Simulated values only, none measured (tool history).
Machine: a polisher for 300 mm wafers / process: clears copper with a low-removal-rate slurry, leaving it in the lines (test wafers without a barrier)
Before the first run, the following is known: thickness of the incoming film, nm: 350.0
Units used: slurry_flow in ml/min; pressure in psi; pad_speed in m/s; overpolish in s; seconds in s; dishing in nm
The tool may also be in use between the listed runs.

| run | hour | slurry_flow | pressure | pad_speed | slurry_solids | overpolish | seconds | dishing |
|---|---|---|---|---|---|---|---|---|
| 1 | 0 | 160 | 2.1 | 1.12 | 1 | 24 | 143.56 | 43.377 |
| 2 | 8.3 | 160 | 1.9 | 1.12 | 1 | 23 | 162.18 | 39.043 |
| 3 | 13.8 | 160 | 1.9 | 1.12 | 0.9 | 23 | 160.53 | 37.969 |
| 4 | 16.3 | 160 | 1.8 | 1.12 | 0.9 | 22 | 168.82 | 34.411 |
| 5 | 18.1 | 160 | 1.8 | 1.12 | 0.7 | 22 | 176.57 | 33.551 |
| 6 | 24.4 | 125 | 1.8 | 1.12 | 0.7 | 22 | 185.87 | 31.844 |
| 7 | 25.7 | 125 | 1.8 | 1.12 | 0.7 | 22 | 184.4 | 32.415 |
| 8 | 26.6 | 125 | 1.8 | 1.12 | 0.7 | 22 | 188.59 | 32.34 |
| 9 | 30.9 | 125 | 1.7 | 1.12 | 0.7 | 21 | 196.88 | 29.633 |
| 10 | 33.6 | 125 | 1.6 | 1.12 | 0.7 | 20 | 210.12 | 25.992 |
| 11 | 34.4 | 120 | 1.5 | 1.12 | 0.7 | 18 | 224.4 | 23.06 |
|  | 37 | slurry blender recalibrated |
| 12 | 37 | 120 | 1.4 | 1.12 | 0.7 | 16 | 223.48 | 20.88 |
| 13 | 45.1 | 110 | 1.4 | 1.12 | 0.7 | 17 | 226.09 | 21.013 |
| 14 | 50 | 110 | 1.4 | 1.12 | 0.7 | 18 | 228.18 | 23.128 |

What does the tool deliver on the next run?
| 15 | 55.4 | 110 | 1.4 | 1.12 | 0.7 | 17 | ? | ? |

Run 15 gave seconds 222.39 s, dishing 21.211 nm.

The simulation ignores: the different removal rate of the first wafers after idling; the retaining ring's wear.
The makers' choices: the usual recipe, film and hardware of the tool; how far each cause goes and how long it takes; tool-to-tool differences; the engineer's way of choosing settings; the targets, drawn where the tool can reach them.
